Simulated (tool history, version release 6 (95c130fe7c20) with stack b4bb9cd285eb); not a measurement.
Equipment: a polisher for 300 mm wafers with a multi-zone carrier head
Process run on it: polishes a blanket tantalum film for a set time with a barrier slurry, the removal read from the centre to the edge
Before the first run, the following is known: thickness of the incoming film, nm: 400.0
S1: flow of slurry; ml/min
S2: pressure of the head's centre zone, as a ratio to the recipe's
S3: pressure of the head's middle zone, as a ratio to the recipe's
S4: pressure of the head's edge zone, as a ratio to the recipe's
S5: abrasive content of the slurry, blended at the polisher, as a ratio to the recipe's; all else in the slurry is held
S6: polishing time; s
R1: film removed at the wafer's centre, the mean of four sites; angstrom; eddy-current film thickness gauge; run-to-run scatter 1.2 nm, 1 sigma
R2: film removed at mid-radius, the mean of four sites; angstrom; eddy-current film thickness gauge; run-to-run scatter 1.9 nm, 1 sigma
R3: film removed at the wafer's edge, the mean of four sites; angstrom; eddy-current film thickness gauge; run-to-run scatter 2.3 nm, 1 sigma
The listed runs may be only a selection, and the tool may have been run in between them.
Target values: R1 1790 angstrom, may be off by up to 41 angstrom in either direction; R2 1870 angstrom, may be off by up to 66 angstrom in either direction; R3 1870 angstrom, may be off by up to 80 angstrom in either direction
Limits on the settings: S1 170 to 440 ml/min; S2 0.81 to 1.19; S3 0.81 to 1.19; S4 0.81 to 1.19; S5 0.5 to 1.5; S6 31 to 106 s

run 1 hour=0 | S1=280 S2=1 S3=1 S4=1 S5=1 S6=68 | R1=1326.3 R2=1302.4 R3=1351.5
run 2 hour=1.7 | S1=285 S2=1.01 S3=1.04 S4=1.04 S5=1.15 S6=70 | R1=1407.2 R2=1445.8 R3=1481.1
run 3 hour=3.6 | S1=320 S2=1.01 S3=1.04 S4=1.04 S5=1.15 S6=70 | R1=1440.2 R2=1461.6 R3=1451
run 4 hour=8.4 | S1=290 S2=1.04 S3=1.07 S4=1.06 S5=1.25 S6=72 | R1=1525.9 R2=1554.6 R3=1551.2
run 5 hour=12.3 | S1=280 S2=1.05 S3=1.09 S4=1.08 S5=1.3 S6=74 | R1=1601.5 R2=1626.1 R3=1659
run 6 hour=14.5 | S1=280 S2=1.05 S3=1.09 S4=1.01 S5=1.3 S6=74 | R1=1595.9 R2=1606.5 R3=1594.9
run 7 hour=21.4 | S1=275 S2=1.06 S3=1.11 S4=1.04 S5=1.35 S6=75 | R1=1650.1 R2=1689.3 R3=1641
run 8 hour=29.5 | S1=280 S2=1.06 S3=1.12 S4=1.07 S5=1.4 S6=76 | R1=1666.4 R2=1759.5 R3=1717.1
run 9 hour=35.6 | S1=285 S2=1.07 S3=1.12 S4=1.09 S5=1.45 S6=76 | R1=1719.8 R2=1726.6 R3=1691
run 10 hour=40.3 | S1=285 S2=1.07 S3=1.12 S4=1.09 S5=1.45 S6=76 | R1=1722.3 R2=1740.6 R3=1712.3
run 11 hour=41.1 | S1=270 S2=1.07 S3=1.13 S4=1.1 S5=1.45 S6=77 | R1=1722.8 R2=1791.3 R3=1793.6
run 12 hour=46.2 | S1=270 S2=1.08 S3=1.14 S4=1.11 S5=1.45 S6=77 | R1=1756.4 R2=1785.6 R3=1741.3
run 13 hour=50.9 | S1=265 S2=1.07 S3=1.14 S4=1.11 S5=1.45 S6=78 | R1=1732.7 R2=1786 R3=1777.5

Which one of the following 5 next-run settings gets every result inside its allowed miss? There is exactly one.
run A hour=55.6 | S1=290 S2=1.09 S3=1.01 S4=1.19 S5=1.5 S6=78 | R1=? R2=? R3=?
run B hour=55.6 | S1=185 S2=1.04 S3=1.12 S4=1.05 S5=1.35 S6=87 | R1=? R2=? R3=?
run C hour=55.6 | S1=305 S2=1.11 S3=1.19 S4=1.05 S5=1.45 S6=76 | R1=? R2=? R3=?
run D hour=55.6 | S1=225 S2=1.01 S3=1.13 S4=1.13 S5=1.45 S6=83 | R1=? R2=? R3=?
run E hour=55.6 | S1=295 S2=1.07 S3=1.19 S4=1.07 S5=1.25 S6=79 | R1=? R2=? R3=?

move=A R1=1802.4 R2=1657.3 R3=1864.5
move=B R1=1798.4 R2=1901.3 R3=1851.8
move=C R1=1787 R2=1853.6 R3=1694.3
move=D R1=1724.5 R2=1888.2 R3=1884.8
move=E R1=1732.4 R2=1865.5 R3=1722
A: the worst result of the last run now meets its target, but another is out of spec
B: meets every target
C: the worst result of the last run now meets its target, but another is out of spec
D: the biggest miss grows against the last run
E: the biggest miss grows against the last run
Go with B: it meets all targets.
